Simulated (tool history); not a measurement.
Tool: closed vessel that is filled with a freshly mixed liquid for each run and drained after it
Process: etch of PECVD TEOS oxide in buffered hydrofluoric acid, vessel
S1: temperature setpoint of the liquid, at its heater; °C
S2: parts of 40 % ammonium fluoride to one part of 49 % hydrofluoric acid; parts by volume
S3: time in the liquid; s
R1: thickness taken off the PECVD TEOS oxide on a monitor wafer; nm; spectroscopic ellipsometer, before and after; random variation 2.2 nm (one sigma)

{"run": 1, "hour": 0.0, "S1": 23, "S2": 13, "S3": 95, "R1": 186.63}
{"run": 2, "hour": 2.3, "S1": 23, "S2": 16, "S3": 95, "R1": 152.24}
{"run": 3, "hour": 11.0, "S1": 23, "S2": 19, "S3": 95, "R1": 129.41}
{"run": 4, "hour": 17.2, "S1": 24.5, "S2": 18, "S3": 95, "R1": 146.15}
{"run": 5, "hour": 26.3, "S1": 22, "S2": 18, "S3": 95, "R1": 128.4}
{"run": 6, "hour": 28.6, "S1": 24, "S2": 17, "S3": 95, "R1": 152.65}
{"run": 7, "hour": 34.3, "S1": 28, "S2": 14, "S3": 95, "R1": 225.32}

The next listed run, before its measurement:
{"run": 8, "hour": 39.9, "S1": 31, "S2": 14, "S3": 95, "R1": "?"}

Run 8 gave R1 265.14 nm.
